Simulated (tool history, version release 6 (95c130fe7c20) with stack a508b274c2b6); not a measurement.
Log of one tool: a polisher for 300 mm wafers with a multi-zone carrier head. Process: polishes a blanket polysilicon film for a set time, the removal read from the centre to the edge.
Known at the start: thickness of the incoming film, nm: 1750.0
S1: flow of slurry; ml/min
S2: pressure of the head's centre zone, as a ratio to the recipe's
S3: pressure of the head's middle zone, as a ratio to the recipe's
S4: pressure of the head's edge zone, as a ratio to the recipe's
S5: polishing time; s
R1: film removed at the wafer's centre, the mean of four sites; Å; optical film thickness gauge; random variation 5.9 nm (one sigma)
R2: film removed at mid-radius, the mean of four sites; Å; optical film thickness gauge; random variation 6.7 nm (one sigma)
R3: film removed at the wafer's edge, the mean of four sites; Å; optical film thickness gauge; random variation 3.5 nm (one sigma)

| run | day | S1 | S2 | S3 | S4 | S5 | R1 | R2 | R3 |
|---|---|---|---|---|---|---|---|---|---|
| 1 | 0 | 125 | 1 | 1 | 1 | 55 | 3035.5 | 3129.9 | 3091.2 |
| 2 | 0.158 | 140 | 1.03 | 1.03 | 1.03 | 59 | 3487.3 | 3636.6 | 3411.5 |
| 3 | 0.367 | 140 | 1.03 | 1.03 | 1.03 | 72 | 4288.8 | 4459.8 | 4166.1 |
| 4 | 0.55 | 150 | 1.04 | 1.03 | 1.04 | 72 | 4313.8 | 4566.1 | 4293.6 |
| 5 | 0.662 | 150 | 1.12 | 1.03 | 1.04 | 72 | 4699.9 | 4524.6 | 4248.4 |
| 6 | 0.979 | 150 | 1.12 | 1.03 | 1.04 | 59 | 3925.2 | 3597.8 | 3490.6 |
| 7 | 1.238 | 150 | 1.12 | 1.03 | 1.04 | 59 | 3855.3 | 3636.9 | 3477.8 |
| 8 | 1.392 | 160 | 1.12 | 1.05 | 1.07 | 62 | 4130.9 | 4025.2 | 3850.7 |
| 9 | 1.725 | 195 | 1.19 | 1.15 | 1.15 | 65 | 4862 | 4761.4 | 4226.7 |

Run 10 comes next. What will it give?
| 10 | 2.079 | 195 | 1.18 | 1.14 | 1.16 | 66 | ? | ? | ? |

Run 10 gave R1 4942.9 Å, R2 4737.3 Å, R3 4306.8 Å.
